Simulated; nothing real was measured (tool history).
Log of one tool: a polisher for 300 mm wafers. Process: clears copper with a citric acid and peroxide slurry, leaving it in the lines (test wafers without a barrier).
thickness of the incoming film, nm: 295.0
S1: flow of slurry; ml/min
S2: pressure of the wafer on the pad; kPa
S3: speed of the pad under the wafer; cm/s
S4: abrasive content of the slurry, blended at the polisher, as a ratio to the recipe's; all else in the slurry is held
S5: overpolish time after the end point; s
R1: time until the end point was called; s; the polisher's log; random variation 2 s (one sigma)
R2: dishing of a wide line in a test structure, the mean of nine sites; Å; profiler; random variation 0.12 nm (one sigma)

run 1 day=0.000 | S1=260 S2=14.5 S3=126 S4=1.00 S5=9 | R1=135.24 R2=135.64
run 2 day=0.221 | S1=305 S2=14.5 S3=126 S4=1.00 S5=9 | R1=136.84 R2=130.40
run 3 day=0.304 | S1=320 S2=14.5 S3=128 S4=1.00 S5=8 | R1=137.25 R2=118.83
run 4 day=0.617 | S1=320 S2=14.5 S3=144 S4=1.00 S5=8 | R1=122.82 R2=133.13
run 5 day=0.679 | S1=335 S2=15.2 S3=138 S4=1.10 S5=7 | R1=117.15 R2=117.61
run 6 day=0.908 | S1=345 S2=15.9 S3=132 S4=1.15 S5=6 | R1=118.11 R2=105.92
run 7 day=0.975 | S1=355 S2=15.9 S3=130 S4=1.20 S5=6 | R1=117.64 R2=104.78

Run 8 comes next. What will it give?
run 8 day=1.000 | S1=365 S2=15.9 S3=128 S4=1.25 S5=6 | R1=? R2=?

R1: 122.26 s
R2: 102.64 Å
